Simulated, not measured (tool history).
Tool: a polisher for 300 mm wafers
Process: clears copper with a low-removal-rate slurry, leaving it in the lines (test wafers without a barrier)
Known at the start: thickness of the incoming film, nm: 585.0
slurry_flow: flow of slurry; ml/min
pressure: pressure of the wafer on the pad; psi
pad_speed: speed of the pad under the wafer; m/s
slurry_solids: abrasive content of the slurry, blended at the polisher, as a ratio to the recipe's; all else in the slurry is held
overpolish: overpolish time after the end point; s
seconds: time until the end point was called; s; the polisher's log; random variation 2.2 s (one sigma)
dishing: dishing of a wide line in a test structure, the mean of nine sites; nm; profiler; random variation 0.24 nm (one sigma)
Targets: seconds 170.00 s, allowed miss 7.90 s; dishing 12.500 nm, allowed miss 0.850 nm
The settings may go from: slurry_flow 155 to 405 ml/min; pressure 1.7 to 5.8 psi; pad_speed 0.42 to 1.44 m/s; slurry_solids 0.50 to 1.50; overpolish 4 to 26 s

Run 1, hour 0.0: slurry_flow 260 ml/min, pressure 3.7 psi, pad_speed 0.92 m/s, slurry_solids 1.00, overpolish 13 s. Result: seconds 171.71 s, dishing 30.014 nm.
Run 2, hour 4.7: slurry_flow 260 ml/min, pressure 3.7 psi, pad_speed 1.14 m/s, slurry_solids 1.00, overpolish 13 s. Result: seconds 141.90 s, dishing 36.075 nm.
Run 3, hour 7.3: slurry_flow 260 ml/min, pressure 3.7 psi, pad_speed 1.14 m/s, slurry_solids 1.00, overpolish 18 s. Result: seconds 139.37 s, dishing 48.580 nm.
Run 4, hour 14.6: slurry_flow 320 ml/min, pressure 3.7 psi, pad_speed 1.14 m/s, slurry_solids 1.00, overpolish 18 s. Result: seconds 139.72 s, dishing 49.844 nm.
Run 5, hour 21.1: slurry_flow 285 ml/min, pressure 3.4 psi, pad_speed 1.16 m/s, slurry_solids 1.00, overpolish 15 s. Result: seconds 141.51 s, dishing 38.451 nm.
Run 6, hour 21.9: slurry_flow 285 ml/min, pressure 3.4 psi, pad_speed 0.98 m/s, slurry_solids 1.00, overpolish 15 s. Result: seconds 172.25 s, dishing 34.442 nm.
Run 7, hour 22.5: slurry_flow 260 ml/min, pressure 3.0 psi, pad_speed 1.08 m/s, slurry_solids 0.90, overpolish 13 s. Result: seconds 174.47 s, dishing 29.325 nm.
Run 8, hour 26.1: slurry_flow 260 ml/min, pressure 3.0 psi, pad_speed 1.08 m/s, slurry_solids 0.90, overpolish 13 s. Result: seconds 175.35 s, dishing 29.688 nm.
Run 9, hour 33.8: slurry_flow 265 ml/min, pressure 2.7 psi, pad_speed 1.10 m/s, slurry_solids 1.05, overpolish 11 s. Result: seconds 179.93 s, dishing 24.099 nm.
Run 10, hour 35.6: slurry_flow 275 ml/min, pressure 2.5 psi, pad_speed 1.14 m/s, slurry_solids 1.15, overpolish 10 s. Result: seconds 178.28 s, dishing 23.970 nm.
Run 11, hour 41.1: slurry_flow 250 ml/min, pressure 2.4 psi, pad_speed 1.18 m/s, slurry_solids 1.00, overpolish 9 s. Result: seconds 184.58 s, dishing 20.329 nm.
Run 12, hour 45.3: slurry_flow 250 ml/min, pressure 2.4 psi, pad_speed 1.18 m/s, slurry_solids 1.00, overpolish 9 s. Result: seconds 186.04 s, dishing 20.101 nm.
Run 13, hour 53.8: slurry_flow 230 ml/min, pressure 2.4 psi, pad_speed 1.24 m/s, slurry_solids 0.90, overpolish 8 s. Result: seconds 176.03 s, dishing 18.566 nm.
Run 14, hour 57.4: slurry_flow 215 ml/min, pressure 2.4 psi, pad_speed 1.26 m/s, slurry_solids 0.85, overpolish 7 s. Result: seconds 181.28 s, dishing 16.505 nm.
Run 15, hour 58.0: slurry_flow 200 ml/min, pressure 2.5 psi, pad_speed 1.28 m/s, slurry_solids 0.80, overpolish 6 s. Result: seconds 174.81 s, dishing 14.298 nm.
Run 16, hour 63.3: slurry_flow 195 ml/min, pressure 2.5 psi, pad_speed 1.28 m/s, slurry_solids 0.80, overpolish 6 s. Result: seconds 177.69 s, dishing 13.839 nm.
Run 17, hour 65.5: slurry_flow 195 ml/min, pressure 2.6 psi, pad_speed 1.28 m/s, slurry_solids 0.80, overpolish 6 s. Result: seconds 173.12 s, dishing 14.912 nm.

5 next moves are on the table. One of them brings every result within its allowed miss. Which?
Run A, hour 67.7: slurry_flow 240 ml/min, pressure 2.7 psi, pad_speed 1.20 m/s, slurry_solids 1.00, overpolish 5 s. Result: seconds ?, dishing ?.
Run B, hour 67.7: slurry_flow 210 ml/min, pressure 2.7 psi, pad_speed 1.24 m/s, slurry_solids 0.75, overpolish 7 s. Result: seconds ?, dishing ?.
Run C, hour 67.7: slurry_flow 175 ml/min, pressure 2.9 psi, pad_speed 1.32 m/s, slurry_solids 0.65, overpolish 7 s. Result: seconds ?, dishing ?.
Run D, hour 67.7: slurry_flow 220 ml/min, pressure 2.3 psi, pad_speed 1.40 m/s, slurry_solids 0.60, overpolish 8 s. Result: seconds ?, dishing ?.
Run E, hour 67.7: slurry_flow 175 ml/min, pressure 2.1 psi, pad_speed 1.44 m/s, slurry_solids 0.85, overpolish 9 s. Result: seconds ?, dishing ?.

move  seconds  dishing
   A   166.63   12.384
   B   173.47   16.431
   C   163.99   17.347
   D   176.77   18.261
   E   175.48   20.491
A: meets every target
B: further off than the last run
C: further off than the last run
D: further off than the last run
E: further off than the last run
Move A is the one to make.

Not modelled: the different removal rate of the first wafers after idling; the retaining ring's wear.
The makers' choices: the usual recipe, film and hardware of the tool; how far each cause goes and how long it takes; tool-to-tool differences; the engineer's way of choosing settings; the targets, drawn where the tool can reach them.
